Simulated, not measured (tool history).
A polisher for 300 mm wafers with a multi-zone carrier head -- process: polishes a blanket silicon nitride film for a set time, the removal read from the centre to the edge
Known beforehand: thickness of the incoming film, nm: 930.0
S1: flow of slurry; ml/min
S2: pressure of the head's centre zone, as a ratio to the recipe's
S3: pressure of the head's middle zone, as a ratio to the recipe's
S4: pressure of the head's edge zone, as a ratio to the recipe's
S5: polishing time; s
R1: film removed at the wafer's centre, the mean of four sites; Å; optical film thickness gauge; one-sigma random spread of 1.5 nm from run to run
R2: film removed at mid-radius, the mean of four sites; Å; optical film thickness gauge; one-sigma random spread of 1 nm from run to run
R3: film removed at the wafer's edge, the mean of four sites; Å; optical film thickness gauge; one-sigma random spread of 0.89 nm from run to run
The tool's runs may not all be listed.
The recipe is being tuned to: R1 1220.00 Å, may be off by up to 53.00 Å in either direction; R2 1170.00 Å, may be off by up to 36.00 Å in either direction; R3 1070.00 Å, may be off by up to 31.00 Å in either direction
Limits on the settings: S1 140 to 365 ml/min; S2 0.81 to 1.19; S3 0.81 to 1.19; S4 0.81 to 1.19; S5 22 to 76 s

run,day,S1,S2,S3,S4,S5,R1,R2,R3
1,0.000,235,1.00,1.00,1.00,49,760.90,761.06,804.35
2,0.362,245,1.03,1.03,1.01,51,807.58,803.16,847.66
3,0.629,245,1.03,1.03,1.04,51,810.47,806.56,859.38
4,0.846,245,1.03,1.03,1.04,57,904.05,901.75,956.22
5,1.108,245,1.03,0.97,1.04,57,914.82,848.50,942.27
6,1.171,245,1.03,0.97,1.12,57,907.61,846.47,997.46
# day 1.425: edge zone pressure recalibrated
7,1.425,250,1.06,1.00,1.10,58,941.41,888.85,937.60
8,1.525,255,1.07,1.01,1.10,60,1003.90,921.55,976.17
9,1.600,255,1.08,1.03,1.10,61,1044.10,963.31,994.45
10,1.925,255,1.09,1.05,1.10,62,1055.10,1000.30,1007.10
11,2.192,260,1.10,1.06,1.10,63,1117.70,1023.00,1030.60
12,2.275,265,1.10,1.08,1.10,63,1093.60,1024.30,1037.50
13,2.508,260,1.11,1.10,1.09,64,1111.30,1046.90,1039.90

Below are 5 possible settings for the next run. Only one of them brings all results inside the allowed miss of their targets. Which is it?
A,2.742,265,1.01,1.19,1.06,63,?,?,?
B,2.742,265,1.15,1.13,1.13,64,?,?,?
C,2.742,170,0.93,1.18,1.17,68,?,?,?
D,2.742,260,1.16,1.16,1.05,67,?,?,?
E,2.742,300,1.02,1.06,1.13,61,?,?,?

move,R1,R2,R3
A,997.26,1130.80,1006.80
B,1147.40,1100.90,1057.10
C,945.04,1158.50,1104.80
D,1209.10,1175.10,1064.70
E,985.74,1008.50,1016.70
A: the biggest miss grows against the last run
B: an improvement on the last run, though not all results are within tolerance
C: corrects the largest miss of the last run, while another result sits out of spec
D: every result lands within tolerance
E: the biggest miss grows against the last run
So the answer is move D, the one that meets all the targets.
